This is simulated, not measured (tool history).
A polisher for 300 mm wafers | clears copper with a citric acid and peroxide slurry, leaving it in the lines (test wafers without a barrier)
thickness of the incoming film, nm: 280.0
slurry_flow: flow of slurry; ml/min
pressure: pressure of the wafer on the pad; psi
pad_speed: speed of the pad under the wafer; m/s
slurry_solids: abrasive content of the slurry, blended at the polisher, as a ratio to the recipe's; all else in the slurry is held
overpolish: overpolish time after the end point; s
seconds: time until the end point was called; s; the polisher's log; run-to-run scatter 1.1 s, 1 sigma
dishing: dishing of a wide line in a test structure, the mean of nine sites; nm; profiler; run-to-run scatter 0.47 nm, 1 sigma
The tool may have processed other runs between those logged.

{"run": 1, "hour": 0.0, "slurry_flow": 195, "pressure": 2.5, "pad_speed": 1.02, "slurry_solids": 1.0, "overpolish": 19, "seconds": 152.14, "dishing": 23.614}
{"run": 2, "hour": 1.4, "slurry_flow": 195, "pressure": 2.2, "pad_speed": 1.02, "slurry_solids": 1.0, "overpolish": 19, "seconds": 171.33, "dishing": 21.405}
{"run": 3, "hour": 2.8, "slurry_flow": 170, "pressure": 2.2, "pad_speed": 1.02, "slurry_solids": 1.0, "overpolish": 19, "seconds": 174.91, "dishing": 21.338}
{"run": 4, "hour": 5.1, "slurry_flow": 175, "pressure": 2.3, "pad_speed": 1.02, "slurry_solids": 1.0, "overpolish": 18, "seconds": 166.46, "dishing": 21.129}
{"run": 5, "hour": 13.5, "slurry_flow": 180, "pressure": 2.4, "pad_speed": 1.02, "slurry_solids": 1.0, "overpolish": 17, "seconds": 159.7, "dishing": 20.446}
{"run": 6, "hour": 18.3, "slurry_flow": 180, "pressure": 2.4, "pad_speed": 1.02, "slurry_solids": 1.1, "overpolish": 17, "seconds": 153.4, "dishing": 21.078}
{"run": 7, "hour": 22.2, "slurry_flow": 180, "pressure": 2.4, "pad_speed": 1.02, "slurry_solids": 1.1, "overpolish": 17, "seconds": 156.12, "dishing": 21.239}
{"run": 8, "hour": 29.0, "slurry_flow": 215, "pressure": 3.0, "pad_speed": 1.02, "slurry_solids": 1.1, "overpolish": 9, "seconds": 125.26, "dishing": 14.938}
{"run": 9, "hour": 34.4, "slurry_flow": 215, "pressure": 3.0, "pad_speed": 1.02, "slurry_solids": 1.1, "overpolish": 9, "seconds": 123.47, "dishing": 14.727}

Estimate the outcome of run 10 from the log above:
{"run": 10, "hour": 42.0, "slurry_flow": 215, "pressure": 3.0, "pad_speed": 1.02, "slurry_solids": 1.1, "overpolish": 10, "seconds": "?", "dishing": "?"}

Run 10 yielded seconds 121.73 s, dishing 16.135 nm.
